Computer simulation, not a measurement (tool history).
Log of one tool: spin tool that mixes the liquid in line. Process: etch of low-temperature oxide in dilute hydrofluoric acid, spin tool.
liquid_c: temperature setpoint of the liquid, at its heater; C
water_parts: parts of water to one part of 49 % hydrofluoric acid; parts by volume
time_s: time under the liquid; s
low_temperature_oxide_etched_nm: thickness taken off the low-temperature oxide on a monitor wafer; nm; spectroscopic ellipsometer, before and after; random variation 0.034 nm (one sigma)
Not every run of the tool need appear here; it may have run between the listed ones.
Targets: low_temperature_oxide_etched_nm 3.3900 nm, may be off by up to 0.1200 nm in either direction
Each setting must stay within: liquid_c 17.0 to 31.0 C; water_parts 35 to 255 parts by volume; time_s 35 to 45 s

run,day,liquid_c,water_parts,time_s,low_temperature_oxide_etched_nm
1,0.000,23.0,145,45,6.0448
2,0.321,22.5,150,45,5.7166
3,0.567,22.0,155,45,5.4631
4,0.683,22.0,155,45,5.2844
5,0.833,22.0,155,45,5.3394
6,0.908,22.0,190,45,4.1957
7,1.158,21.5,190,45,4.0646
8,1.533,21.0,190,45,4.0631
9,1.588,20.5,190,45,3.9821
10,1.617,20.0,190,45,3.9197
11,1.654,19.5,190,45,3.9167

Which single option among these 4 for the next run brings every result within its allowed miss of target? Just one does.
A,1.692,17.0,185,45,?
B,1.692,19.5,195,45,?
C,1.692,21.0,180,35,?
D,1.692,25.0,185,35,?

move,low_temperature_oxide_etched_nm
A,3.5499
B,3.6747
C,3.3300
D,3.7373
A: better than the last run, though not everything is in spec
B: better than the last run, though not everything is in spec
C: every result lands within tolerance
D: better than the last run, though not everything is in spec
C meets every target.
